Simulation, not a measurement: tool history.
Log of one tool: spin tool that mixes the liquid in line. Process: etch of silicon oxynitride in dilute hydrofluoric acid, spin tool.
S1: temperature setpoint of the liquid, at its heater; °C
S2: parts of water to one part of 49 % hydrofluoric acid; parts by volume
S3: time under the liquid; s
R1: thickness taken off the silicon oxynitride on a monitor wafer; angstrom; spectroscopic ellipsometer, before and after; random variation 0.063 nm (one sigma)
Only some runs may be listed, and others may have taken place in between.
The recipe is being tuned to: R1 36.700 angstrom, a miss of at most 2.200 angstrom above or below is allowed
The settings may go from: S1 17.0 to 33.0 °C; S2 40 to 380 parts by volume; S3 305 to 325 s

run,day,S1,S2,S3,R1
1,0.000,25.0,210,305,23.540
2,0.296,25.0,210,305,23.900
3,0.525,26.5,205,305,26.507
4,0.804,25.0,205,305,24.640
# day 1.146: thermometer replaced
5,1.146,21.5,205,305,23.938
6,1.250,21.5,205,305,24.051
7,1.608,21.5,190,305,25.759
8,1.792,21.5,175,305,28.443
9,1.850,21.5,165,305,30.745
10,2.221,21.5,165,305,30.659
11,2.367,21.5,160,305,31.522
12,2.646,21.5,155,305,32.832
13,2.692,21.5,150,305,33.375

Of the 5 settings listed for the next run, only one would bring every result within its allowed miss of target. Which one?
A,2.738,24.0,205,325,?
B,2.738,22.5,165,305,?
C,2.738,24.0,155,305,?
D,2.738,20.5,165,325,?
E,2.738,19.5,145,305,?

move,R1
A,28.577
B,32.068
C,36.852
D,31.131
E,32.139
A: lands further from the targets than the last run did
B: lands further from the targets than the last run did
C: hits every target within its allowed miss
D: lands further from the targets than the last run did
E: lands further from the targets than the last run did
C meets every target.
